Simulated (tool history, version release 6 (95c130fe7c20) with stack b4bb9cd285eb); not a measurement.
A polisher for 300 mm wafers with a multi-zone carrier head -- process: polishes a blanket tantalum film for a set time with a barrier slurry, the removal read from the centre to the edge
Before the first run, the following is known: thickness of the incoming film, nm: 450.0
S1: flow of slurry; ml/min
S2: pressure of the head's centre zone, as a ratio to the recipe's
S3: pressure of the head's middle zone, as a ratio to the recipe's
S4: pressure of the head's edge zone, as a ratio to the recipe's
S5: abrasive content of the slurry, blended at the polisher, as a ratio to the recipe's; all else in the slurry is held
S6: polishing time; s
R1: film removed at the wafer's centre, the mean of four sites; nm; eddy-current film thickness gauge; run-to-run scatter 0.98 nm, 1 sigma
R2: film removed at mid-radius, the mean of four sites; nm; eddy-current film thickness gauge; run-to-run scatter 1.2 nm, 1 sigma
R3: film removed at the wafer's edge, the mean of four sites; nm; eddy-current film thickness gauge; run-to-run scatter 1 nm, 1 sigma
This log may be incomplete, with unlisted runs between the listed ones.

Run 1, hour 0: S1 315 ml/min, S2 1, S3 1, S4 1, S5 1, S6 49 s. Result: R1 98.098 nm, R2 90.326 nm, R3 91.552 nm.
Run 2, hour 1.4: S1 315 ml/min, S2 1, S3 1, S4 1, S5 1, S6 60 s. Result: R1 118.63 nm, R2 110.53 nm, R3 109.98 nm.
Run 3, hour 3.3: S1 315 ml/min, S2 1, S3 1, S4 1, S5 0.9, S6 60 s. Result: R1 118.77 nm, R2 111.32 nm, R3 109.95 nm.
Run 4, hour 3.9: S1 315 ml/min, S2 1, S3 1, S4 1, S5 0.9, S6 53 s. Result: R1 103.79 nm, R2 96.961 nm, R3 97.037 nm.
Run 5, hour 11.4: S1 315 ml/min, S2 1.09, S3 1, S4 1, S5 0.9, S6 53 s. Result: R1 113.08 nm, R2 95.454 nm, R3 95.463 nm.
Run 6, hour 18.4: S1 315 ml/min, S2 1.09, S3 1, S4 1, S5 0.7, S6 53 s. Result: R1 108.45 nm, R2 91.205 nm, R3 90.624 nm.
At hour 22.5: centre zone pressure recalibrated.
Run 7, hour 22.5: S1 315 ml/min, S2 1.06, S3 1.01, S4 1.02, S5 0.75, S6 53 s. Result: R1 99.239 nm, R2 94.942 nm, R3 92.463 nm.

Expected results for the next run?
Run 8, hour 30.3: S1 320 ml/min, S2 1.05, S3 1.01, S4 1.03, S5 0.8, S6 53 s. Result: R1 ?, R2 ?, R3 ?.

{"run 8": {"R1": 100.32, "R2": 94.228, "R3": 94.736}}
